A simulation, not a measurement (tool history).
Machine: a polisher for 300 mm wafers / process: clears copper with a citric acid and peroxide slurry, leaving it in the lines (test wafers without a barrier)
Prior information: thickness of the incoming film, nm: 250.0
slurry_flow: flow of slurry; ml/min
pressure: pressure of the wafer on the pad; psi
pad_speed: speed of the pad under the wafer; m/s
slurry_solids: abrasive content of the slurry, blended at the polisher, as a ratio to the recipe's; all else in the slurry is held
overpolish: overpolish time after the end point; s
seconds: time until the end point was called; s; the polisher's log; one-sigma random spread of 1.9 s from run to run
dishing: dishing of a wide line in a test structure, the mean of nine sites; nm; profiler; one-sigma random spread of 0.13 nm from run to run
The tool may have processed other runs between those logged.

run    day  slurry_flow  pressure  pad_speed  slurry_solids  overpolish  seconds  dishing
  1      0          125       2.5       1.32              1          17    123.5   23.433
  2    0.1          125       2.3       1.32              1          16   134.38   20.759
  3  0.246          125       2.1       1.32              1          15    144.9   17.873
  4  0.292          125       2.1       1.52              1          15   126.67    20.79
  5    0.6          125       1.9        1.5              1          14   143.74   16.964
  6  0.758          125       1.8        1.5              1          13   149.03   15.073
  7  0.892          120       1.7        1.5              1          13   162.28   14.565

Run 8, settings as shown, results not yet in. Your forecast:
  8  0.967          115       1.6        1.5              1          12        ?        ?

Run 8 yielded seconds 171.03 s, dishing 12.754 nm.

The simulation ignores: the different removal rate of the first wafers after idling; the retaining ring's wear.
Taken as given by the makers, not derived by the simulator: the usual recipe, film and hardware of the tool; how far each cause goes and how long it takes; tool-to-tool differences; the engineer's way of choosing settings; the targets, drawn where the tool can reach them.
